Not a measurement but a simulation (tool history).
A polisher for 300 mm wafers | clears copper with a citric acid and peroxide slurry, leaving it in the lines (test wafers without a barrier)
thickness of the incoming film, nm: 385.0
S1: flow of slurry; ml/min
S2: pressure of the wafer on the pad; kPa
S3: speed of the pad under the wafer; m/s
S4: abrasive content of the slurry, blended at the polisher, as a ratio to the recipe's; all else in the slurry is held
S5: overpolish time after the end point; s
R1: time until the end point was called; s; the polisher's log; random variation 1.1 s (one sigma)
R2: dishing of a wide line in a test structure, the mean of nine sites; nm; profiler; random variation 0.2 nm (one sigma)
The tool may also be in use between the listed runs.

run  hour   S1    S2    S3  S4  S5      R1      R2
  1     0  140  26.9  1.12   1  15  118.89  29.598
  2   8.2  140  26.9  1.24   1  15  108.27  32.255
  3  11.2  155  26.9  1.24   1  12  108.48  27.164
  4  16.6  155  30.3  1.24   1  12   94.65  29.763
  5  18.1  155  30.3  1.24   1  14  94.788  34.421
  6  26.2  155  26.9  1.24   1  14  106.93  30.983

Run 7 comes next. What will it give?
  7  27.9  195  26.9  1.26   1   7   ?   ?

Run 7 gave R1 101.28 s, R2 17.294 nm.
